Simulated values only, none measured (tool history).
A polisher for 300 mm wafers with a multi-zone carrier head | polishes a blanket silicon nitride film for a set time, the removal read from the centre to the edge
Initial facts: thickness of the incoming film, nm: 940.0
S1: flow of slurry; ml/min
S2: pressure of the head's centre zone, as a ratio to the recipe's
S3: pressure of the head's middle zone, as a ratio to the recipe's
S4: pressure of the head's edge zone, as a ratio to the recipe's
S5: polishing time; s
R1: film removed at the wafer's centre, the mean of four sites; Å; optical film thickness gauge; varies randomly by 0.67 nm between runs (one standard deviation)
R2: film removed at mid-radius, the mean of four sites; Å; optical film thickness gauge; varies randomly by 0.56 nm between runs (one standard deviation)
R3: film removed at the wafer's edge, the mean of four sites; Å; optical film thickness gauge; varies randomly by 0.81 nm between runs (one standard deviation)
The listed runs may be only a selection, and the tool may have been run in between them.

run,hour,S1,S2,S3,S4,S5,R1,R2,R3
1,0,225,1,1,1,46,1025.7,955.71,1042
2,3.4,225,1,1,1.05,46,980.74,972.42,1058.4
3,6.3,225,1.05,1,1.05,46,1067.3,977.56,1052.2
4,14.1,215,1.02,0.99,1.03,41,892.86,851.77,913.98
5,15.8,215,1.02,0.93,1.03,41,887.86,803.68,917.61
6,18.7,210,1,0.92,1.01,38,810.13,739.06,848.01
7,25.6,205,0.98,0.91,1,35,739.32,677.65,775.28
8,26.7,200,0.96,0.9,0.99,33,681.22,633.13,711.99
9,28.2,195,0.94,0.88,0.99,32,637.95,615.82,705.61
10,32.1,190,0.94,0.87,0.98,31,614.4,591.97,664.58

Expected results for the next run?
11,32.6,170,0.91,0.81,1,25,?,?,?

R1: 473.56 Å
R2: 445.13 Å
R3: 530.81 Å

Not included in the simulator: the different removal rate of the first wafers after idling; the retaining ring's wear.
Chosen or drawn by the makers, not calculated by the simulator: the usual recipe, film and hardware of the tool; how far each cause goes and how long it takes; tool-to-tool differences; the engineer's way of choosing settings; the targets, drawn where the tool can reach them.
